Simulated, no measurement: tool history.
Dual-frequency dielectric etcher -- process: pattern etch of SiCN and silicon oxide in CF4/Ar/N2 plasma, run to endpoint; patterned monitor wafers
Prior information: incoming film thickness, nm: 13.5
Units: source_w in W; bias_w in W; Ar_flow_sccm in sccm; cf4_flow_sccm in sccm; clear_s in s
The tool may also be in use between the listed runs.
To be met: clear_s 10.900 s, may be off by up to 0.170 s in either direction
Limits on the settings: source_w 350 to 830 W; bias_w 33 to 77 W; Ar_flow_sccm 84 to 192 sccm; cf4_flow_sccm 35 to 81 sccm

run	day	source_w	bias_w	Ar_flow_sccm	cf4_flow_sccm	clear_s
1	0.000	590	55	138	58	13.687
2	0.275	590	55	138	63	13.611
3	0.408	640	55	138	63	12.900
4	0.692	540	55	138	63	14.322
5	1.067	540	55	157	63	14.654
6	1.358	540	61	157	63	14.107
7	1.675	610	61	157	63	13.166
8	2.029	670	61	157	63	12.475
9	2.354	710	61	157	63	12.045
10	2.538	740	61	157	63	11.694
11	2.892	760	61	157	63	11.490
12	2.950	780	61	157	63	11.294
13	3.054	790	61	157	63	11.163

Which of these 5 next moves meets every target?
A	3.158	760	63	139	51	?
B	3.158	760	62	140	58	?
C	3.158	820	55	161	66	?
D	3.158	770	59	157	67	?
E	3.158	770	56	130	79	?

move	clear_s
A	11.394
B	11.289
C	11.353
D	11.440
E	10.961
A: lands further from the targets than the last run did
B: lands further from the targets than the last run did
C: lands further from the targets than the last run did
D: lands further from the targets than the last run did
E: meets every target
Correct choice: E, which meets every target

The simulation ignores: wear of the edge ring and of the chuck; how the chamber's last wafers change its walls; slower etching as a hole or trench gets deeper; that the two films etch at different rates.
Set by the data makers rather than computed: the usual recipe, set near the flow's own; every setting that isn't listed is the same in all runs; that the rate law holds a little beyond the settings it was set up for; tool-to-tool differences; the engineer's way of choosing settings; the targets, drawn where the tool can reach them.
